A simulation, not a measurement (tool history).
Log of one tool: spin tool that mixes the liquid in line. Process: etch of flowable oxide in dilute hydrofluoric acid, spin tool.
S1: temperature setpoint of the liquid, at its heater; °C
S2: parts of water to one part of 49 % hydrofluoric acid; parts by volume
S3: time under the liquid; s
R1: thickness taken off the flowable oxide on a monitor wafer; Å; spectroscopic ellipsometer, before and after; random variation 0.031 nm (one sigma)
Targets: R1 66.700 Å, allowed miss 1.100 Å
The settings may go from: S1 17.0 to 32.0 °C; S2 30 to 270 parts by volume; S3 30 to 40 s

run 1 day=0.000 | S1=24.0 S2=150 S3=40 | R1=85.938
run 2 day=0.317 | S1=22.5 S2=150 S3=40 | R1=80.740
run 3 day=0.454 | S1=21.5 S2=150 S3=40 | R1=78.296
run 4 day=0.517 | S1=20.5 S2=150 S3=40 | R1=74.685
run 5 day=0.725 | S1=20.0 S2=150 S3=40 | R1=72.836
run 6 day=1.075 | S1=20.0 S2=150 S3=40 | R1=73.082
run 7 day=1.292 | S1=19.5 S2=150 S3=40 | R1=72.716
run 8 day=1.517 | S1=19.0 S2=150 S3=40 | R1=70.140
run 9 day=1.588 | S1=18.5 S2=150 S3=40 | R1=69.329
run 10 day=1.850 | S1=18.0 S2=150 S3=40 | R1=68.325

Which of these 5 next moves meets every target?
run A day=2.112 | S1=17.5 S2=140 S3=40 | R1=?
run B day=2.112 | S1=18.5 S2=150 S3=40 | R1=?
run C day=2.112 | S1=17.0 S2=110 S3=30 | R1=?
run D day=2.112 | S1=20.5 S2=130 S3=30 | R1=?
run E day=2.112 | S1=21.0 S2=160 S3=40 | R1=?

move=A R1=71.879
move=B R1=69.179
move=C R1=69.267
move=D R1=66.251
move=E R1=70.903
A: further off than the last run
B: further off than the last run
C: further off than the last run
D: meets every target
E: further off than the last run
Move D is the one to make.
